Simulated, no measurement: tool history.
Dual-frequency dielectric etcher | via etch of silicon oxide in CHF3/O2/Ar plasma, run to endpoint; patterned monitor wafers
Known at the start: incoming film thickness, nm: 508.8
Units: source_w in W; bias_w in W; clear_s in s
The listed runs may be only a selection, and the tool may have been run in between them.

| run | hour | source_w | bias_w | clear_s |
|---|---|---|---|---|
| 1 | 0 | 640 | 124 | 275.1 |
| 2 | 4.5 | 680 | 124 | 265.76 |
| 3 | 9.2 | 640 | 123 | 272.88 |
| 4 | 10.7 | 610 | 121 | 284.07 |
|  | 19.2 | source power generator calibrated |
| 5 | 19.2 | 590 | 120 | 283.81 |
| 6 | 25.2 | 570 | 119 | 290.49 |

Run 7 has not been measured yet. What should we expect?
| 7 | 29.9 | 560 | 118 | ? |

For run 7 the tool returned clear_s 292.89 s.
